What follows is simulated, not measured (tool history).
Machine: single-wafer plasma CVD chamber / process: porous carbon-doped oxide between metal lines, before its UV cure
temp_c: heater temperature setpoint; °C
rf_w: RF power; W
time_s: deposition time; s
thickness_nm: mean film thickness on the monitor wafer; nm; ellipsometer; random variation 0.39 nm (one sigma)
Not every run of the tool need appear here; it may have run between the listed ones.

| run | day | temp_c | rf_w | time_s | thickness_nm |
|---|---|---|---|---|---|
| 1 | 0.000 | 320 | 650 | 25.1 | 142.95 |
| 2 | 0.200 | 311 | 650 | 25.1 | 148.39 |
| 3 | 0.321 | 314 | 625 | 25.0 | 139.57 |
| 4 | 0.379 | 316 | 610 | 25.0 | 135.22 |
| 5 | 0.562 | 318 | 600 | 25.0 | 132.92 |
| 6 | 0.771 | 311 | 600 | 25.0 | 137.08 |
| 7 | 0.954 | 314 | 590 | 25.0 | 131.87 |
| 8 | 1.179 | 316 | 585 | 25.0 | 129.95 |

What will run 9 give?
| 9 | 1.529 | 328 | 535 | 24.9 | ? |

{"run 9": {"thickness_nm": 111.33}}

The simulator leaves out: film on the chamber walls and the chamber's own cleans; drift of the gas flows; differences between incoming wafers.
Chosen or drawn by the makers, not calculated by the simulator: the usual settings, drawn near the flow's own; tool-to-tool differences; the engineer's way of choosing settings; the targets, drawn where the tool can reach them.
